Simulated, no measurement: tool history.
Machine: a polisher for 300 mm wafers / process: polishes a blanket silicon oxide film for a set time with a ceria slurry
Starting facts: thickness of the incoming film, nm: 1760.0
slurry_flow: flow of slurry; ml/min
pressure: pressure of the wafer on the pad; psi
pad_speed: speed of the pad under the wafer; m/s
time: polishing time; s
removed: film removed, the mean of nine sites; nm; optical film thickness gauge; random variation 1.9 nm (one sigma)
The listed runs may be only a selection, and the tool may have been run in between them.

run  hour  slurry_flow  pressure  pad_speed  time  removed
  1     0          125       4.1       1.42    53   501.84
  2   8.2          125       4.1       1.42    53   501.21
  3     9          125       4.1       1.22    53    458.8
  4  11.5          125       4.1       1.22    48   409.42
  5  12.6          125       4.1       1.22    48   412.54
  6  13.4          110       4.1       1.22    48   407.02
  7  17.3          110       3.8       1.22    48   373.81
  8  24.8          105       3.6       1.22    48   353.24
  9  33.7          105       3.4       1.22    48   329.96
 10  37.2          105       3.3       1.22    48   327.26
 11  44.2          100       3.2       1.22    48   314.93
 12  45.3          100       3.1       1.22    48   305.93
 13  53.1          100         3       1.22    48   292.45
 14    56          100       2.9       1.22    48   286.51
 15  60.3          100       2.8       1.22    48   275.53

Forecast run 16:
 16  66.4          100       2.7       1.22    48        ?

removed: 264.78 nm
